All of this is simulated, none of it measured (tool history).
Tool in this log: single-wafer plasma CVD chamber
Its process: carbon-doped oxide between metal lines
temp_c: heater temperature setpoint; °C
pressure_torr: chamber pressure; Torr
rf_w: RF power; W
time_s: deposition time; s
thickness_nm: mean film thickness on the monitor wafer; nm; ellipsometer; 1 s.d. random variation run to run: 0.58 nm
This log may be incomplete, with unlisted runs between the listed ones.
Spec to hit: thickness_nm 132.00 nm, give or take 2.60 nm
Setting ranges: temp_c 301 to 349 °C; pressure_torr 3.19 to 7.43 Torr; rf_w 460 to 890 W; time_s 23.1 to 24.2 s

Run 1, hour 0.0: temp_c 325 °C, pressure_torr 5.31 Torr, rf_w 675 W, time_s 24.2 s. Result: thickness_nm 149.16 nm.
Run 2, hour 8.9: temp_c 329 °C, pressure_torr 5.02 Torr, rf_w 660 W, time_s 24.2 s. Result: thickness_nm 143.29 nm.
Run 3, hour 13.9: temp_c 329 °C, pressure_torr 5.02 Torr, rf_w 735 W, time_s 24.2 s. Result: thickness_nm 151.73 nm.
Run 4, hour 19.1: temp_c 329 °C, pressure_torr 5.02 Torr, rf_w 735 W, time_s 23.1 s. Result: thickness_nm 144.66 nm.
Run 5, hour 22.5: temp_c 329 °C, pressure_torr 5.02 Torr, rf_w 735 W, time_s 24.2 s. Result: thickness_nm 151.28 nm.
Run 6, hour 30.1: temp_c 325 °C, pressure_torr 5.02 Torr, rf_w 735 W, time_s 24.2 s. Result: thickness_nm 152.46 nm.
Run 7, hour 36.4: temp_c 327 °C, pressure_torr 4.51 Torr, rf_w 715 W, time_s 24.1 s. Result: thickness_nm 146.64 nm.
Run 8, hour 43.7: temp_c 327 °C, pressure_torr 4.51 Torr, rf_w 715 W, time_s 24.1 s. Result: thickness_nm 147.19 nm.
Run 9, hour 48.3: temp_c 331 °C, pressure_torr 4.20 Torr, rf_w 700 W, time_s 24.1 s. Result: thickness_nm 143.19 nm.
Run 10, hour 50.6: temp_c 333 °C, pressure_torr 3.96 Torr, rf_w 685 W, time_s 24.1 s. Result: thickness_nm 139.72 nm.

5 candidate next runs follow, results not yet known. Just one meets every target within its allowed miss. Identify it.
Run A, hour 52.9: temp_c 339 °C, pressure_torr 3.80 Torr, rf_w 675 W, time_s 23.6 s. Result: thickness_nm ?.
Run B, hour 52.9: temp_c 317 °C, pressure_torr 4.98 Torr, rf_w 610 W, time_s 23.1 s. Result: thickness_nm ?.
Run C, hour 52.9: temp_c 335 °C, pressure_torr 4.20 Torr, rf_w 785 W, time_s 23.7 s. Result: thickness_nm ?.
Run D, hour 52.9: temp_c 311 °C, pressure_torr 4.26 Torr, rf_w 690 W, time_s 24.2 s. Result: thickness_nm ?.
Run E, hour 52.9: temp_c 329 °C, pressure_torr 4.31 Torr, rf_w 720 W, time_s 23.9 s. Result: thickness_nm ?.

move  thickness_nm
   A        132.20
   B        137.62
   C        146.31
   D        152.39
   E        144.67
A: hits every target within its allowed miss
B: nearer than the last run, and not there yet
C: misses by more than the last run did
D: misses by more than the last run did
E: misses by more than the last run did
Go with A: it meets all targets.
